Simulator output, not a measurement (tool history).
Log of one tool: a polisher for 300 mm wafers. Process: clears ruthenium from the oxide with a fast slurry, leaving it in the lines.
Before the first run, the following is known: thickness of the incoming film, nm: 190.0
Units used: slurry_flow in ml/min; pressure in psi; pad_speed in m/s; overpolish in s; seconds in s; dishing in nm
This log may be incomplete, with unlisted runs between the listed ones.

| run | day | slurry_flow | pressure | pad_speed | slurry_solids | overpolish | seconds | dishing |
|---|---|---|---|---|---|---|---|---|
| 1 | 0.000 | 275 | 2.9 | 1.16 | 1.0 | 28 | 38.014 | 90.190 |
| 2 | 0.225 | 275 | 2.5 | 1.16 | 1.0 | 29 | 43.215 | 83.014 |
| 3 | 0.425 | 275 | 2.2 | 1.16 | 1.0 | 30 | 48.824 | 77.340 |
| 4 | 0.596 | 275 | 2.0 | 1.16 | 1.0 | 31 | 53.096 | 73.091 |
| 5 | 0.792 | 220 | 2.0 | 1.16 | 1.0 | 31 | 53.841 | 73.534 |
| 6 | 0.912 | 220 | 2.3 | 1.16 | 1.0 | 31 | 48.423 | 79.681 |

What will run 7 give?
| 7 | 0.950 | 220 | 2.1 | 1.16 | 1.0 | 31 | ? | ? |

Logged for run 7: seconds 51.202 s, dishing 72.821 nm.

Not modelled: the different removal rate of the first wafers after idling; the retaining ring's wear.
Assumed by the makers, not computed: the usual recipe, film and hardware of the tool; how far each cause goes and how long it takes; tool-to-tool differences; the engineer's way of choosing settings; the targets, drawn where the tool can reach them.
